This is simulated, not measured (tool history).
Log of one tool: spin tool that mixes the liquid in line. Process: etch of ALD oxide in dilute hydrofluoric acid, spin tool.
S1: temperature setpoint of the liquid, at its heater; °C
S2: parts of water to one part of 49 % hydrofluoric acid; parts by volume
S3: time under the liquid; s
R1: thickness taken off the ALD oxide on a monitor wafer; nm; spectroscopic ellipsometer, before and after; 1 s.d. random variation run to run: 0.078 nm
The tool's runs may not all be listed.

run 1 hour=0.0 | S1=25 S2=65 S3=75 | R1=17.653
run 2 hour=5.5 | S1=24 S2=65 S3=75 | R1=16.946
run 3 hour=8.9 | S1=23 S2=65 S3=75 | R1=15.903
run 4 hour=13.4 | S1=23 S2=65 S3=75 | R1=16.278
run 5 hour=16.5 | S1=22 S2=65 S3=75 | R1=15.404
run 6 hour=21.1 | S1=25 S2=65 S3=75 | R1=17.571
run 7 hour=24.5 | S1=24 S2=65 S3=75 | R1=16.813

For run 8, what comes out?
run 8 hour=25.0 | S1=20 S2=70 S3=75 | R1=?

{"run 8": {"R1": 13.267}}
